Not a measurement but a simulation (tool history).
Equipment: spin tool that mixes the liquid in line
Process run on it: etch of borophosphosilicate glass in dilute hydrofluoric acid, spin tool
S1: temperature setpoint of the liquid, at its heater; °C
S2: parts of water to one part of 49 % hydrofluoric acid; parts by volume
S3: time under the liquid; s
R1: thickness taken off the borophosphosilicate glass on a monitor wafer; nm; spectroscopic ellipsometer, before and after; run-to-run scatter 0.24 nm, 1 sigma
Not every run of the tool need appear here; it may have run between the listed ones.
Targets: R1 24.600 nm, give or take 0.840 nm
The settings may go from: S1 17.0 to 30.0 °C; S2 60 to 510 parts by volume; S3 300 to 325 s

| run | hour | S1 | S2 | S3 | R1 |
|---|---|---|---|---|---|
| 1 | 0.0 | 22.0 | 285 | 300 | 46.450 |
| 2 | 7.8 | 25.5 | 285 | 300 | 51.691 |
| 3 | 13.1 | 24.5 | 300 | 300 | 48.086 |
| 4 | 19.2 | 24.5 | 300 | 300 | 47.616 |
|  | 20.6 | hydrofluoric acid flow meter replaced |
| 5 | 20.6 | 23.5 | 315 | 300 | 38.663 |
| 6 | 27.6 | 23.5 | 315 | 300 | 38.464 |
| 7 | 33.3 | 23.5 | 315 | 300 | 38.478 |
| 8 | 39.1 | 22.5 | 320 | 300 | 36.957 |
| 9 | 48.1 | 22.0 | 325 | 300 | 35.046 |

4 candidate next runs follow, results not yet known. Just one meets every target within its allowed miss. Identify it.
| A | 57.1 | 17.5 | 260 | 325 | ? |
| B | 57.1 | 23.5 | 240 | 300 | ? |
| C | 57.1 | 21.0 | 410 | 300 | ? |
| D | 57.1 | 23.0 | 315 | 320 | ? |

| move | R1 |
|---|---|
| A | 42.738 |
| B | 54.482 |
| C | 24.982 |
| D | 40.421 |
A: its largest miss is bigger than the last run's
B: its largest miss is bigger than the last run's
C: hits every target within its allowed miss
D: its largest miss is bigger than the last run's
C meets every target.
